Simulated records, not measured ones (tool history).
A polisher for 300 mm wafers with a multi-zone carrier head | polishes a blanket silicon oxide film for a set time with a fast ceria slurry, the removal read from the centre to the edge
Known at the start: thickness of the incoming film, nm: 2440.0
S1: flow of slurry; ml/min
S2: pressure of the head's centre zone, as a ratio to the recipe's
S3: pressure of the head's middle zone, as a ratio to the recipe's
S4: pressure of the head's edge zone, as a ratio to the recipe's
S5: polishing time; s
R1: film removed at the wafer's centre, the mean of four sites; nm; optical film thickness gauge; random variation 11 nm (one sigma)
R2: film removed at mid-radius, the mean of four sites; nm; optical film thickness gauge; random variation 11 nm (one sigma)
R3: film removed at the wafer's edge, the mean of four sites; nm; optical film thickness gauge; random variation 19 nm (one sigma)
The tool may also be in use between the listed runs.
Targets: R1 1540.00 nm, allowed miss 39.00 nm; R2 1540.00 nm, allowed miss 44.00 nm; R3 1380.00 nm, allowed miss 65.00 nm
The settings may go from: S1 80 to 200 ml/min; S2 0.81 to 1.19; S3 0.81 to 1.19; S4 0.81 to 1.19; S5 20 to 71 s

run 1 hour=0.0 | S1=130 S2=1.00 S3=1.00 S4=1.00 S5=45 | R1=913.43 R2=962.32 R3=926.68
run 2 hour=1.6 | S1=145 S2=1.00 S3=1.00 S4=1.00 S5=45 | R1=942.47 R2=990.09 R3=937.46
run 3 hour=7.3 | S1=150 S2=1.04 S3=1.03 S4=1.04 S5=48 | R1=1061.10 R2=1061.20 R3=1042.10
run 4 hour=14.4 | S1=150 S2=1.04 S3=1.03 S4=1.04 S5=39 | R1=862.90 R2=875.47 R3=860.42
run 5 hour=19.4 | S1=150 S2=1.10 S3=1.03 S4=1.04 S5=39 | R1=912.94 R2=881.87 R3=842.06
run 6 hour=25.6 | S1=150 S2=1.10 S3=1.03 S4=1.11 S5=39 | R1=906.05 R2=880.22 R3=860.02
run 7 hour=30.8 | S1=160 S2=1.11 S3=1.07 S4=1.10 S5=44 | R1=1048.00 R2=1029.20 R3=972.08
run 8 hour=35.6 | S1=165 S2=1.12 S3=1.09 S4=1.11 S5=47 | R1=1134.80 R2=1124.40 R3=1044.00
run 9 hour=38.1 | S1=170 S2=1.13 S3=1.10 S4=1.12 S5=50 | R1=1224.70 R2=1192.70 R3=1116.20
run 10 hour=39.4 | S1=175 S2=1.13 S3=1.12 S4=1.13 S5=52 | R1=1285.60 R2=1284.10 R3=1206.40
run 11 hour=47.6 | S1=180 S2=1.14 S3=1.14 S4=1.13 S5=53 | R1=1329.20 R2=1319.10 R3=1216.40
run 12 hour=48.2 | S1=185 S2=1.15 S3=1.15 S4=1.13 S5=54 | R1=1373.80 R2=1383.90 R3=1248.30

Which of these 4 next moves meets every target?
run A hour=48.8 | S1=170 S2=0.86 S3=0.83 S4=1.19 S5=63 | R1=? R2=? R3=?
run B hour=48.8 | S1=185 S2=1.18 S3=0.91 S4=1.19 S5=60 | R1=? R2=? R3=?
run C hour=48.8 | S1=155 S2=1.06 S3=1.19 S4=1.10 S5=61 | R1=? R2=? R3=?
run D hour=48.8 | S1=200 S2=1.18 S3=1.18 S4=1.16 S5=59 | R1=? R2=? R3=?

move=A R1=1170.00 R2=1196.90 R3=1470.60
move=B R1=1537.90 R2=1243.90 R3=1412.60
move=C R1=1366.90 R2=1544.90 R3=1345.70
move=D R1=1534.40 R2=1542.20 R3=1377.10
A: further off than the last run
B: brings the result that was furthest off to its target, and leaves another outside
C: as far off as the last run
D: meets every target
Move D is the one to make.
